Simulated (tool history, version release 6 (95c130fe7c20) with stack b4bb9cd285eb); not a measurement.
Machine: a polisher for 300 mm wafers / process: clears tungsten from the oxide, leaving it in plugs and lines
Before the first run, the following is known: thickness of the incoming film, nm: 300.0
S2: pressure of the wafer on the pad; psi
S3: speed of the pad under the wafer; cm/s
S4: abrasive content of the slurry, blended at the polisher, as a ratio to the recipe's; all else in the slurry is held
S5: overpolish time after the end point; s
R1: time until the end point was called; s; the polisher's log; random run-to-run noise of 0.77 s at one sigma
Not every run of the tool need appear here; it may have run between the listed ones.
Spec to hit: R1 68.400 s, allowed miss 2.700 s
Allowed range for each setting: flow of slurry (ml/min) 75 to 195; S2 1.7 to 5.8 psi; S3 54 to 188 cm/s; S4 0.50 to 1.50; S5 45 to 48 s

run 1 hour=0.0 | flow_of_slurry_(ml/min)=125 S2=3.7 S3=120 S4=1.00 S5=45 | R1=58.963
run 2 hour=3.4 | flow_of_slurry_(ml/min)=120 S2=3.6 S3=120 S4=1.00 S5=45 | R1=61.810
run 3 hour=5.2 | flow_of_slurry_(ml/min)=120 S2=3.6 S3=94 S4=1.00 S5=45 | R1=78.522
run 4 hour=13.8 | flow_of_slurry_(ml/min)=120 S2=3.6 S3=94 S4=0.80 S5=45 | R1=82.529
run 5 hour=20.4 | flow_of_slurry_(ml/min)=125 S2=3.7 S3=94 S4=0.80 S5=45 | R1=79.562
-- hour=26.9 slurry blender recalibrated
run 6 hour=26.9 | flow_of_slurry_(ml/min)=125 S2=3.7 S3=68 S4=0.80 S5=45 | R1=100.290
run 7 hour=30.8 | flow_of_slurry_(ml/min)=130 S2=3.9 S3=68 S4=0.80 S5=45 | R1=94.708
run 8 hour=38.3 | flow_of_slurry_(ml/min)=135 S2=4.1 S3=68 S4=0.80 S5=45 | R1=88.661

Which single option among these 4 for the next run brings every result within its allowed miss of target? Just one does.
run A hour=45.8 | flow_of_slurry_(ml/min)=140 S2=4.0 S3=60 S4=0.70 S5=46 | R1=?
run B hour=45.8 | flow_of_slurry_(ml/min)=160 S2=5.0 S3=78 S4=0.85 S5=45 | R1=?
run C hour=45.8 | flow_of_slurry_(ml/min)=105 S2=4.9 S3=74 S4=1.00 S5=48 | R1=?
run D hour=45.8 | flow_of_slurry_(ml/min)=165 S2=4.3 S3=90 S4=0.80 S5=45 | R1=?

move=A R1=105.440
move=B R1=61.296
move=C R1=69.072
move=D R1=62.592
A: the biggest miss grows against the last run
B: moves the result that the last run missed by most past its target, out the other side
C: every result lands within tolerance
D: moves the result that the last run missed by most past its target, out the other side
Go with C: it meets all targets.
